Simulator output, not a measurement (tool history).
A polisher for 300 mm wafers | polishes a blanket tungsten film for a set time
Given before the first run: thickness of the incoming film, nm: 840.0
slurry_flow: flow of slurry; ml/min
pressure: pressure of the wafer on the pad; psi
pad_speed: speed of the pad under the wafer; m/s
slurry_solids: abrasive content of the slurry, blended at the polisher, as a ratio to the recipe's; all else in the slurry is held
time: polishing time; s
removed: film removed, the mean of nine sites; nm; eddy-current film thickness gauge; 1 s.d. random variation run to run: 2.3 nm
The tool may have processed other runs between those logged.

| run | day | slurry_flow | pressure | pad_speed | slurry_solids | time | removed |
|---|---|---|---|---|---|---|---|
| 1 | 0.000 | 285 | 4.7 | 0.94 | 1.00 | 73 | 400.12 |
| 2 | 0.117 | 285 | 4.7 | 0.94 | 1.15 | 73 | 407.03 |
| 3 | 0.400 | 285 | 4.7 | 0.94 | 1.30 | 73 | 420.75 |
| 4 | 0.512 | 285 | 4.7 | 0.94 | 1.30 | 76 | 442.43 |
| 5 | 0.717 | 285 | 3.9 | 0.92 | 1.30 | 76 | 354.17 |
| 6 | 0.933 | 285 | 3.9 | 1.08 | 1.30 | 76 | 408.43 |

Run 7, settings as shown, results not yet in. Your forecast:
|  | 1.279 | head pressure recalibrated |
| 7 | 1.279 | 285 | 3.4 | 1.06 | 1.30 | 76 | ? |

Logged for run 7: removed 327.81 nm.

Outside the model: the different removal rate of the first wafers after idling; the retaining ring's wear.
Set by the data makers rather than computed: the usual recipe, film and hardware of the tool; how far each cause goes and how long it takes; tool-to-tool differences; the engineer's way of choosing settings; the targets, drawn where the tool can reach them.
